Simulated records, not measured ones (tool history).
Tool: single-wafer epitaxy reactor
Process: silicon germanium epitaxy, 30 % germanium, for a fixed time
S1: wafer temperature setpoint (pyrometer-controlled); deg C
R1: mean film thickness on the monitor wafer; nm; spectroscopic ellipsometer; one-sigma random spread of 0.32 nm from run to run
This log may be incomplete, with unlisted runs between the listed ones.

run 1 hour=0 | S1=625 chamber_pressure_(mTorr)=21300 | R1=82.443
run 2 hour=7 | S1=624 chamber_pressure_(mTorr)=21300 | R1=81.445
run 3 hour=9.8 | S1=629 chamber_pressure_(mTorr)=21300 | R1=88.667
run 4 hour=15 | S1=629 chamber_pressure_(mTorr)=23400 | R1=90.963
run 5 hour=18.7 | S1=627 chamber_pressure_(mTorr)=23400 | R1=88.866
run 6 hour=25.8 | S1=627 chamber_pressure_(mTorr)=21800 | R1=86.673
run 7 hour=27.4 | S1=626 chamber_pressure_(mTorr)=21800 | R1=84.69
-- hour=28.1 pyrometer calibrated
run 8 hour=28.1 | S1=625 chamber_pressure_(mTorr)=21800 | R1=90.742
run 9 hour=31.5 | S1=628 chamber_pressure_(mTorr)=20300 | R1=93.047
run 10 hour=37.8 | S1=626 chamber_pressure_(mTorr)=20300 | R1=89.243
run 11 hour=38.6 | S1=624 chamber_pressure_(mTorr)=20300 | R1=86.838
run 12 hour=39.5 | S1=622 chamber_pressure_(mTorr)=20300 | R1=84.513
run 13 hour=41.4 | S1=621 chamber_pressure_(mTorr)=20400 | R1=83.861

The next listed run, before its measurement:
run 14 hour=46.9 | S1=620 chamber_pressure_(mTorr)=20500 | R1=?

{"run 14": {"R1": 82.098}}

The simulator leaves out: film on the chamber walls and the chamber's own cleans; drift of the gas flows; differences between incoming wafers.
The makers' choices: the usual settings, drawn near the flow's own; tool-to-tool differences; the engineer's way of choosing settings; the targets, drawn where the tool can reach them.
